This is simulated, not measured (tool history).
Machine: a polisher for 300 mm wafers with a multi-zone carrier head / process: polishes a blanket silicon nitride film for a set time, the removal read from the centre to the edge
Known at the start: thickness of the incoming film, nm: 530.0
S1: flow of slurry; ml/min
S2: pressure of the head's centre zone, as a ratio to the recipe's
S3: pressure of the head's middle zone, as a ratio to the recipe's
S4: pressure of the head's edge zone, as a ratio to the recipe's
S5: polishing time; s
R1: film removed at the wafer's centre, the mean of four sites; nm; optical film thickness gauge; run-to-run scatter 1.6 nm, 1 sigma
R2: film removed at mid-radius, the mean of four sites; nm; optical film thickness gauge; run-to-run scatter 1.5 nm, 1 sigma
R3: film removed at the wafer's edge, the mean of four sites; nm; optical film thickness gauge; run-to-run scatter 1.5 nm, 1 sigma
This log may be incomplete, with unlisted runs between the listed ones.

Run 1, hour 0: S1 285 ml/min, S2 1, S3 1, S4 1, S5 66 s. Result: R1 92.07 nm, R2 91.728 nm, R3 91.427 nm.
Run 2, hour 7.1: S1 285 ml/min, S2 1, S3 1, S4 1, S5 75 s. Result: R1 103.64 nm, R2 106.17 nm, R3 106.66 nm.
Run 3, hour 11.1: S1 285 ml/min, S2 1, S3 1, S4 1, S5 86 s. Result: R1 121.98 nm, R2 121.15 nm, R3 120.9 nm.
Run 4, hour 13.6: S1 285 ml/min, S2 1, S3 1, S4 0.96, S5 86 s. Result: R1 121.59 nm, R2 122.56 nm, R3 119.34 nm.
Run 5, hour 20.3: S1 240 ml/min, S2 1, S3 1, S4 0.96, S5 86 s. Result: R1 119.24 nm, R2 118.64 nm, R3 114.39 nm.
Run 6, hour 24.1: S1 280 ml/min, S2 1.01, S3 1.03, S4 0.98, S5 87 s. Result: R1 122.14 nm, R2 124.92 nm, R3 123.27 nm.
Run 7, hour 30.4: S1 300 ml/min, S2 1.03, S3 1.05, S4 0.95, S5 88 s. Result: R1 127.9 nm, R2 127.23 nm, R3 121.2 nm.
Run 8, hour 33.9: S1 315 ml/min, S2 1.03, S3 1.07, S4 0.96, S5 89 s. Result: R1 127.47 nm, R2 133.66 nm, R3 124.28 nm.

Estimate the outcome of run 9 from the log above:
Run 9, hour 34.8: S1 325 ml/min, S2 1.04, S3 1.08, S4 0.97, S5 90 s. Result: R1 ?, R2 ?, R3 ?.

{"run 9": {"R1": 133.37, "R2": 137.41, "R3": 126.34}}

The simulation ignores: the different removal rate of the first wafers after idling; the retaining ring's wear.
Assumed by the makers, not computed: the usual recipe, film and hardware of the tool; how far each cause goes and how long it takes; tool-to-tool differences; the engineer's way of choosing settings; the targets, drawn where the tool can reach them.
